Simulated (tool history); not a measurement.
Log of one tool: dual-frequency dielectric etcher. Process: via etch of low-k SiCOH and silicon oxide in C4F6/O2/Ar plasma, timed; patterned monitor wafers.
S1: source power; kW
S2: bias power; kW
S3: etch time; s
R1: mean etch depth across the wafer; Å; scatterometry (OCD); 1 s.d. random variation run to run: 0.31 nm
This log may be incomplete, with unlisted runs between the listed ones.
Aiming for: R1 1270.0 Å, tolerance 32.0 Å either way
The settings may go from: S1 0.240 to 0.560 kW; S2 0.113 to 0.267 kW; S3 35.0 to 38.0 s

| run | day | S1 | S2 | S3 | R1 |
|---|---|---|---|---|---|
| 1 | 0.000 | 0.400 | 0.190 | 38.0 | 1070.4 |
| 2 | 0.304 | 0.420 | 0.195 | 38.0 | 1108.2 |
| 3 | 0.500 | 0.470 | 0.195 | 38.0 | 1171.1 |
| 4 | 0.592 | 0.480 | 0.196 | 38.0 | 1184.9 |
| 5 | 0.688 | 0.480 | 0.227 | 38.0 | 1234.4 |
| 6 | 0.967 | 0.480 | 0.206 | 38.0 | 1198.0 |
| 7 | 1.021 | 0.490 | 0.207 | 38.0 | 1215.5 |
| 8 | 1.279 | 0.500 | 0.208 | 38.0 | 1235.2 |
| 9 | 1.517 | 0.500 | 0.208 | 38.0 | 1227.4 |

Of the 5 settings listed for the next run, only one would bring every result within its allowed miss of target. Which one?
| A | 1.754 | 0.530 | 0.212 | 38.0 | ? |
| B | 1.754 | 0.530 | 0.152 | 38.0 | ? |
| C | 1.754 | 0.560 | 0.253 | 38.0 | ? |
| D | 1.754 | 0.460 | 0.186 | 38.0 | ? |
| E | 1.754 | 0.450 | 0.238 | 36.5 | ? |

| move | R1 |
|---|---|
| A | 1265.9 |
| B | 1170.2 |
| C | 1361.9 |
| D | 1140.0 |
| E | 1152.8 |
A: all results in spec
B: moves away from the targets compared with the last run
C: takes the biggest miss from the last run beyond its target
D: moves away from the targets compared with the last run
E: moves away from the targets compared with the last run
Answer: A
